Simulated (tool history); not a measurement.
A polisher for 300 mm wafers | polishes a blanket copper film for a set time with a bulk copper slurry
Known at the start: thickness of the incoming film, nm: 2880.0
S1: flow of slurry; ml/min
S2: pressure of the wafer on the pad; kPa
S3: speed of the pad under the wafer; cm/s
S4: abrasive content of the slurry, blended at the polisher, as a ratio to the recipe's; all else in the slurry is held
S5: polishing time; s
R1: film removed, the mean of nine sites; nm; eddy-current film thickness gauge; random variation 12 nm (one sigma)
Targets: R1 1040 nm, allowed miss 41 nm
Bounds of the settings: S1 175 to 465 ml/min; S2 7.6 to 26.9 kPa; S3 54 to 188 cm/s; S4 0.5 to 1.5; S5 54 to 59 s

run  hour   S1    S2   S3  S4  S5      R1
  1     0  295  17.2  120   1  59  599.07
  2   6.8  295    20  120   1  59  682.99
  3   9.3  295  21.4  122   1  59  726.88
  4  11.8  295  21.4  122   1  54  673.76
  5  15.7  295  22.1  126   1  54  722.93
  6  19.6  295  22.8  130   1  54  756.66
  7  22.8  295  23.4  134   1  54  816.56
  8    31  295  23.4  134   1  54   813.6

Which of these 4 next moves meets every target?
  A  39.2  265  21.4  104  1.25  54   ?
  B  39.2  325    20  120   1.2  54   ?
  C  39.2  290  15.9  138   0.9  54   ?
  D  39.2  200  26.9  144  0.95  59   ?

move      R1
   A  610.44
   B  665.15
   C  574.83
   D  1035.4
A: further off than the last run
B: further off than the last run
C: further off than the last run
D: meets every target
The right move is D.
